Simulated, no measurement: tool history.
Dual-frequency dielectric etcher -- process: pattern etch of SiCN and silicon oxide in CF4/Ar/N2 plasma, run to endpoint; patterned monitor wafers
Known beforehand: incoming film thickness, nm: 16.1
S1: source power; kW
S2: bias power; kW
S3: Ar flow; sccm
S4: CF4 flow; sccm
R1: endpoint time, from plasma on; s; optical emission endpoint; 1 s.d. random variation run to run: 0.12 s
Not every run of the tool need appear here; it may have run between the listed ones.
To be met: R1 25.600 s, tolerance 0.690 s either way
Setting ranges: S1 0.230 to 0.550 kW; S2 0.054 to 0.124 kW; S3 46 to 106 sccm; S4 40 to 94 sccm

{"run": 1, "day": 0.0, "S1": 0.39, "S2": 0.089, "S3": 76, "S4": 67, "R1": 18.078}
{"run": 2, "day": 0.242, "S1": 0.39, "S2": 0.089, "S3": 76, "S4": 61, "R1": 18.144}
{"run": 3, "day": 0.425, "S1": 0.39, "S2": 0.089, "S3": 81, "S4": 61, "R1": 18.223}
{"run": 4, "day": 0.483, "S1": 0.44, "S2": 0.089, "S3": 81, "S4": 61, "R1": 16.378}
{"run": 5, "day": 0.671, "S1": 0.39, "S2": 0.087, "S3": 81, "S4": 61, "R1": 18.43}
{"run": 6, "day": 0.925, "S1": 0.36, "S2": 0.086, "S3": 81, "S4": 61, "R1": 19.755}
{"run": 7, "day": 1.004, "S1": 0.33, "S2": 0.085, "S3": 81, "S4": 61, "R1": 21.877}
{"run": 8, "day": 1.046, "S1": 0.32, "S2": 0.085, "S3": 81, "S4": 61, "R1": 22.666}
{"run": 9, "day": 1.104, "S1": 0.31, "S2": 0.085, "S3": 81, "S4": 61, "R1": 23.451}
{"run": 10, "day": 1.279, "S1": 0.3, "S2": 0.085, "S3": 81, "S4": 61, "R1": 23.931}
{"run": 11, "day": 1.454, "S1": 0.29, "S2": 0.085, "S3": 81, "S4": 61, "R1": 24.859}

5 next moves are on the table. One of them brings every result within its allowed miss. Which?
{"run": "A", "day": 1.629, "S1": 0.27, "S2": 0.075, "S3": 64, "S4": 53, "R1": "?"}
{"run": "B", "day": 1.629, "S1": 0.28, "S2": 0.081, "S3": 74, "S4": 65, "R1": "?"}
{"run": "C", "day": 1.629, "S1": 0.3, "S2": 0.093, "S3": 106, "S4": 62, "R1": "?"}
{"run": "D", "day": 1.629, "S1": 0.27, "S2": 0.083, "S3": 88, "S4": 50, "R1": "?"}
{"run": "E", "day": 1.629, "S1": 0.27, "S2": 0.084, "S3": 84, "S4": 59, "R1": "?"}

move=A R1=27.590
move=B R1=25.851
move=C R1=24.056
move=D R1=27.752
move=E R1=27.100
A: pushes the last run's worst result past its target
B: all results in spec
C: misses by more than the last run did
D: pushes the last run's worst result past its target
E: pushes the last run's worst result past its target
Correct choice: B, which meets every target
